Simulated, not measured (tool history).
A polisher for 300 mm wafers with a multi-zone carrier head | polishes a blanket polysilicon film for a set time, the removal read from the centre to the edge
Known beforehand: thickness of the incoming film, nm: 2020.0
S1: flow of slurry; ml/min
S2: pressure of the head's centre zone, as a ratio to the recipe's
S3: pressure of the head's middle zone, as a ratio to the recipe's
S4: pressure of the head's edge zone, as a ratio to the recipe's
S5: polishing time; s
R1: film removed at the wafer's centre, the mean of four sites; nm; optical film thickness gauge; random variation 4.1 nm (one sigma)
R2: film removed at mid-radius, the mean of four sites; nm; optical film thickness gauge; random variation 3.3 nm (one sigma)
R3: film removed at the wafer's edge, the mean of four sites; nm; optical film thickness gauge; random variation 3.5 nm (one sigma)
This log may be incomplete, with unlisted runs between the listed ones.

run,hour,S1,S2,S3,S4,S5,R1,R2,R3
1,0,275,1,1,1,66,320.99,311.85,307.26
2,5.4,275,1,1,1,51,251.01,243.73,235.03
3,14.2,300,1.05,1.06,1.05,63,331.57,320,295.57
4,18,300,1.06,1.08,1.08,71,372.98,357.62,340.5
5,26.6,300,1.06,1.08,1.03,71,377.36,356.78,334.01
6,27.8,300,1.06,1.13,1.03,71,373.3,374.07,336.97
7,34.3,315,1.08,1.15,1.06,77,411.13,414.01,371.17

The next listed run, before its measurement:
8,38.8,320,1.1,1.16,1.09,81,?,?,?

R1: 444.97 nm
R2: 434.29 nm
R3: 398.47 nm
